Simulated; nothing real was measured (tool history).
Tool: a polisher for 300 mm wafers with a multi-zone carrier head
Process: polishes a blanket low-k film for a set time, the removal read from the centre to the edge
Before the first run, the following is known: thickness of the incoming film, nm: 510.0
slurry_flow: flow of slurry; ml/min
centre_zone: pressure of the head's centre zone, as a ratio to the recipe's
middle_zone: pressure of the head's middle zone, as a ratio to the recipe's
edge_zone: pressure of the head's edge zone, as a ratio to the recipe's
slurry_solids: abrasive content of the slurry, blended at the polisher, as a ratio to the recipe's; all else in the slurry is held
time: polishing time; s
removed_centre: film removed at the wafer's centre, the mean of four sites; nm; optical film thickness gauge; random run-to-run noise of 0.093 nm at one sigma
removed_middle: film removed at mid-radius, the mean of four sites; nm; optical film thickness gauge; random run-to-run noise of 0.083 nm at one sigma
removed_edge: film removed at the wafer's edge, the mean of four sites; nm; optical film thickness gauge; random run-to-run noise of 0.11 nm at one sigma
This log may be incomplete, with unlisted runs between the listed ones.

run 1 hour=0.0 | slurry_flow=225 centre_zone=1.00 middle_zone=1.00 edge_zone=1.00 slurry_solids=1.00 time=32 | removed_centre=11.2090 removed_middle=13.123 removed_edge=12.851
run 2 hour=5.6 | slurry_flow=225 centre_zone=1.00 middle_zone=1.00 edge_zone=1.08 slurry_solids=1.00 time=32 | removed_centre=11.0430 removed_middle=13.043 removed_edge=13.401
run 3 hour=12.9 | slurry_flow=225 centre_zone=0.92 middle_zone=1.00 edge_zone=1.08 slurry_solids=1.00 time=32 | removed_centre=10.1410 removed_middle=13.168 removed_edge=13.492
run 4 hour=14.7 | slurry_flow=225 centre_zone=0.92 middle_zone=1.00 edge_zone=1.12 slurry_solids=1.00 time=32 | removed_centre=10.1750 removed_middle=13.059 removed_edge=13.741
run 5 hour=23.5 | slurry_flow=275 centre_zone=0.92 middle_zone=1.00 edge_zone=1.12 slurry_solids=1.00 time=32 | removed_centre=10.4930 removed_middle=13.330 removed_edge=13.766
run 6 hour=26.8 | slurry_flow=275 centre_zone=0.86 middle_zone=1.00 edge_zone=1.12 slurry_solids=1.00 time=32 | removed_centre=10.0670 removed_middle=13.482 removed_edge=14.039
run 7 hour=31.1 | slurry_flow=270 centre_zone=0.86 middle_zone=0.99 edge_zone=1.08 slurry_solids=0.95 time=32 | removed_centre=9.3451 removed_middle=12.757 removed_edge=13.193
run 8 hour=32.2 | slurry_flow=270 centre_zone=0.87 middle_zone=0.98 edge_zone=1.04 slurry_solids=0.95 time=32 | removed_centre=9.6599 removed_middle=12.814 removed_edge=13.160

Forecast run 9:
run 9 hour=39.3 | slurry_flow=265 centre_zone=0.87 middle_zone=0.98 edge_zone=1.01 slurry_solids=0.95 time=32 | removed_centre=? removed_middle=? removed_edge=?

{"run 9": {"removed_centre": 9.5351, "removed_middle": 12.786, "removed_edge": 12.823}}
